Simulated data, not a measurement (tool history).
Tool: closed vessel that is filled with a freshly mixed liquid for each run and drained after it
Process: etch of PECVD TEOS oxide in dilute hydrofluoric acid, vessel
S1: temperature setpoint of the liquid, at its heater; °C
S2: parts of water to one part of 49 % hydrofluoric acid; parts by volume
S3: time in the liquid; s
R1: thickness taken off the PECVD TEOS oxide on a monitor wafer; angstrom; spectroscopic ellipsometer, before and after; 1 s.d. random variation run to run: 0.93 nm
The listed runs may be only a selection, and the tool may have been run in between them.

Run 1, hour 0.0: S1 24.0 °C, S2 280 parts by volume, S3 2145 s. Result: R1 777.14 angstrom.
Run 2, hour 4.0: S1 24.0 °C, S2 370 parts by volume, S3 2145 s. Result: R1 541.36 angstrom.
Run 3, hour 13.2: S1 25.5 °C, S2 370 parts by volume, S3 2145 s. Result: R1 574.73 angstrom.
Run 4, hour 21.1: S1 27.0 °C, S2 315 parts by volume, S3 2145 s. Result: R1 742.89 angstrom.
At hour 26.6: hydrofluoric acid flow meter replaced.
Run 5, hour 26.6: S1 28.0 °C, S2 270 parts by volume, S3 2145 s. Result: R1 818.36 angstrom.
Run 6, hour 30.4: S1 28.5 °C, S2 215 parts by volume, S3 2165 s. Result: R1 1113.10 angstrom.

The next listed run, before its measurement:
Run 7, hour 33.9: S1 29.0 °C, S2 185 parts by volume, S3 2165 s. Result: R1 ?.

Run 7 yielded R1 1371.50 angstrom.

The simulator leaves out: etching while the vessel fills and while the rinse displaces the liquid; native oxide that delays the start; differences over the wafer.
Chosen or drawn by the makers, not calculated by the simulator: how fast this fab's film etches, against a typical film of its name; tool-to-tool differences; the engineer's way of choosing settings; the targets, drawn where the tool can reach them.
